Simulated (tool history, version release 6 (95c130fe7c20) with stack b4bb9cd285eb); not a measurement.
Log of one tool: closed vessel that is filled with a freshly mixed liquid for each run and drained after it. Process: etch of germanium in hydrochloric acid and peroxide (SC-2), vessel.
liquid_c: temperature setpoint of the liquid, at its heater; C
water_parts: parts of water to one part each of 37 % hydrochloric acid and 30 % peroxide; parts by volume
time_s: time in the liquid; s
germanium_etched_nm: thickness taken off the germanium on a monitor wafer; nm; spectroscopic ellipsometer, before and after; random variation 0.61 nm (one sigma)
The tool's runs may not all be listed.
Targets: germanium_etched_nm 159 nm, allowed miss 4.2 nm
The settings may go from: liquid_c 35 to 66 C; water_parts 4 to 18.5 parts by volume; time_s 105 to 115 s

{"run": 1, "hour": 0.0, "liquid_c": 50, "water_parts": 10.5, "time_s": 105, "germanium_etched_nm": 194.61}
{"run": 2, "hour": 7.2, "liquid_c": 47.5, "water_parts": 10.5, "time_s": 105, "germanium_etched_nm": 180.69}
{"run": 3, "hour": 15.7, "liquid_c": 47.5, "water_parts": 10.5, "time_s": 105, "germanium_etched_nm": 181.67}
{"run": 4, "hour": 18.3, "liquid_c": 46.5, "water_parts": 10.5, "time_s": 105, "germanium_etched_nm": 174.9}
{"run": 5, "hour": 24.0, "liquid_c": 46.5, "water_parts": 10.5, "time_s": 105, "germanium_etched_nm": 175.74}
{"run": 6, "hour": 29.0, "liquid_c": 46.5, "water_parts": 10.5, "time_s": 115, "germanium_etched_nm": 192.71}
{"run": 7, "hour": 31.0, "liquid_c": 45, "water_parts": 10.5, "time_s": 115, "germanium_etched_nm": 182.52}
{"hour": 34.6, "done": "new drum of peroxide connected"}
{"run": 8, "hour": 34.6, "liquid_c": 44, "water_parts": 10.5, "time_s": 115, "germanium_etched_nm": 180.25}
{"run": 9, "hour": 39.2, "liquid_c": 43, "water_parts": 10.5, "time_s": 115, "germanium_etched_nm": 173.49}
{"run": 10, "hour": 44.5, "liquid_c": 42.5, "water_parts": 10.5, "time_s": 115, "germanium_etched_nm": 170.85}
{"run": 11, "hour": 45.8, "liquid_c": 42, "water_parts": 10.5, "time_s": 115, "germanium_etched_nm": 168.18}

5 next moves are on the table. One of them brings every result within its allowed miss. Which?
{"run": "A", "hour": 47.1, "liquid_c": 44, "water_parts": 8, "time_s": 115, "germanium_etched_nm": "?"}
{"run": "B", "hour": 47.1, "liquid_c": 45.5, "water_parts": 10, "time_s": 110, "germanium_etched_nm": "?"}
{"run": "C", "hour": 47.1, "liquid_c": 42, "water_parts": 11, "time_s": 110, "germanium_etched_nm": "?"}
{"run": "D", "hour": 47.1, "liquid_c": 46.5, "water_parts": 17, "time_s": 115, "germanium_etched_nm": "?"}
{"run": "E", "hour": 47.1, "liquid_c": 44, "water_parts": 9.5, "time_s": 115, "germanium_etched_nm": "?"}

move=A germanium_etched_nm=183.89
move=B germanium_etched_nm=181.72
move=C germanium_etched_nm=160.61
move=D germanium_etched_nm=183.58
move=E germanium_etched_nm=181.68
A: further off than the last run
B: further off than the last run
C: meets every target
D: further off than the last run
E: further off than the last run
Move C is the one to make.
